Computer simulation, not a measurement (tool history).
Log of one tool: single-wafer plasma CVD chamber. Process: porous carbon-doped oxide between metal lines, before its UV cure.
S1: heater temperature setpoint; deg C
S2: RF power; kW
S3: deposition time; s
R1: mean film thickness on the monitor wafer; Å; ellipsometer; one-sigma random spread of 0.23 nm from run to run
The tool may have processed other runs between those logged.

run	hour	S1	S2	S3	R1
1	0	310	0.58	23.8	1381.1
2	7.9	300	0.58	23.8	1446.6
3	13.2	300	0.58	24.6	1490.2
4	19.4	303	0.555	24.5	1433.7
5	19.9	306	0.535	24.4	1379.3
6	28.1	309	0.52	24.3	1336.3

What will run 7 give?
7	33.9	311	0.505	24.3	?

{"run 7": {"R1": 1300.9}}
